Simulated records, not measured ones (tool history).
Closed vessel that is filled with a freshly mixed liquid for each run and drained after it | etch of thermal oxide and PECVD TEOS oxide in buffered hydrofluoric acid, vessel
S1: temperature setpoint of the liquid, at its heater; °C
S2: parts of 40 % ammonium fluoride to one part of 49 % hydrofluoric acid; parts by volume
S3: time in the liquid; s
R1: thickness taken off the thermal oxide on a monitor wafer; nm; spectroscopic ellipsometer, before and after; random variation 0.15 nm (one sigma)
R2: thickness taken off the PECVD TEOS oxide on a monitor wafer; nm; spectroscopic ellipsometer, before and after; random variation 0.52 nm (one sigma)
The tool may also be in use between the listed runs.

run	hour	S1	S2	S3	R1	R2
1	0.0	24.0	9.5	60	77.991	172.40
2	6.2	24.0	9.5	70	90.795	196.93
3	11.5	25.5	9.5	70	99.019	215.25
4	19.6	23.0	11.0	70	76.129	165.41
5	23.2	25.0	11.0	70	84.635	183.11
6	31.1	22.5	12.0	70	68.081	147.82

Run 7 comes next. What will it give?
7	35.0	21.0	13.0	70	?	?

{"run 7": {"R1": 57.975, "R2": 126.07}}
